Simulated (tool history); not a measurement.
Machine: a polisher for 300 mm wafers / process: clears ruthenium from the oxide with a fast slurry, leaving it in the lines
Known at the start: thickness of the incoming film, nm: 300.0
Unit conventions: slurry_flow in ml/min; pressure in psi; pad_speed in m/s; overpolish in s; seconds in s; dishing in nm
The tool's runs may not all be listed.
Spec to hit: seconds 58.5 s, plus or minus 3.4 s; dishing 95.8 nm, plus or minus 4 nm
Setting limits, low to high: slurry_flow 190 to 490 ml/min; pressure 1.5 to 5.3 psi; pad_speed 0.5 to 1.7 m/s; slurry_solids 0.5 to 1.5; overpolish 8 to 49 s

run  hour  slurry_flow  pressure  pad_speed  slurry_solids  overpolish  seconds  dishing
  1     0          315       3.4        1.1              1          25   53.409   74.925
  2   6.1          315       3.3        1.1              1          27   56.124    78.34
  3   7.8          315       3.3        1.1              1          36    55.94   89.582
  4  10.3          315       3.3       1.36              1          36   47.123   97.334
  5  14.5          315       3.3       1.36              1          31   47.377   90.346
  6  16.8          315       3.2       1.36              1          33   47.632   90.636
  7    24          315       3.1       1.34              1          35   48.877   94.664
  8  25.5          315         3       1.34              1          36    49.84   93.858
  9  31.6          315       2.9       1.32              1          37   52.115     91.8
 10  36.7          315       2.8        1.3              1          38   53.543   92.333

Of the 5 settings listed for the next run, only one would bring every result within its allowed miss of target. Which one?
  A  41.8          480       3.2       0.84            1.4          47        ?        ?
  B  41.8          275       2.3       1.08              1          45        ?        ?
  C  41.8          390         3       1.06            0.7          44        ?        ?
  D  41.8          285       3.1       1.42            0.8          37        ?        ?
  E  41.8          305       3.2       1.14            1.3          38        ?        ?

move  seconds  dishing
   A    58.73   96.781
   B   70.911   87.568
   C   68.876   87.846
   D   51.424   92.689
   E   49.225   95.425
A: in spec on every target
B: pushes the last run's worst result past its target
C: pushes the last run's worst result past its target
D: misses by more than the last run did
E: misses by more than the last run did
The right move is A.
